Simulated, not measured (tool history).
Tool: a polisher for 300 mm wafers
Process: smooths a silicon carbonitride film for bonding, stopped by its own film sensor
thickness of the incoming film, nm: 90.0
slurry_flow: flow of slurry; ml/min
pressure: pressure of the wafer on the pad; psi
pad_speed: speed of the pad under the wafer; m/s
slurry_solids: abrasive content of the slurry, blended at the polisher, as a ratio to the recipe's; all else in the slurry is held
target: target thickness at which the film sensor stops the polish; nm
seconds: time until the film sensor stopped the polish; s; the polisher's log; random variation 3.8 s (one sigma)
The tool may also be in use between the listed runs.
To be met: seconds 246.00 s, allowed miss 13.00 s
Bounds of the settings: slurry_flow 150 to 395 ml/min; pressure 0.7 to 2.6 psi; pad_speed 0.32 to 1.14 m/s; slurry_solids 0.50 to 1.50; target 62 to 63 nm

run    day  slurry_flow  pressure  pad_speed  slurry_solids  target  seconds
  1  0.000          250       1.6       0.72           1.00      63   128.88
  2  0.154          250       1.4       0.70           1.00      63   158.06
  3  0.212          250       1.4       0.70           0.85      63   168.15
  4  0.583          250       1.8       0.70           0.85      63   131.79
  5  0.754          250       1.5       0.68           0.85      63   159.20
  6  0.838          250       1.3       0.68           0.85      63   184.05
  7  1.096          250       1.2       0.68           0.85      63   199.95
  8  1.242          250       1.1       0.68           0.85      63   221.55

Which of these 4 next moves meets every target?
  A  1.388          250       1.1       0.64           0.80      62        ?
  B  1.388          215       1.1       0.72           0.90      63        ?
  C  1.388          255       1.2       0.68           0.85      63        ?
  D  1.388          285       1.2       0.66           0.80      63        ?

move  seconds
   A   239.92
   B   200.05
   C   195.54
   D   205.30
A: meets every target
B: further off than the last run
C: further off than the last run
D: further off than the last run
Answer: A

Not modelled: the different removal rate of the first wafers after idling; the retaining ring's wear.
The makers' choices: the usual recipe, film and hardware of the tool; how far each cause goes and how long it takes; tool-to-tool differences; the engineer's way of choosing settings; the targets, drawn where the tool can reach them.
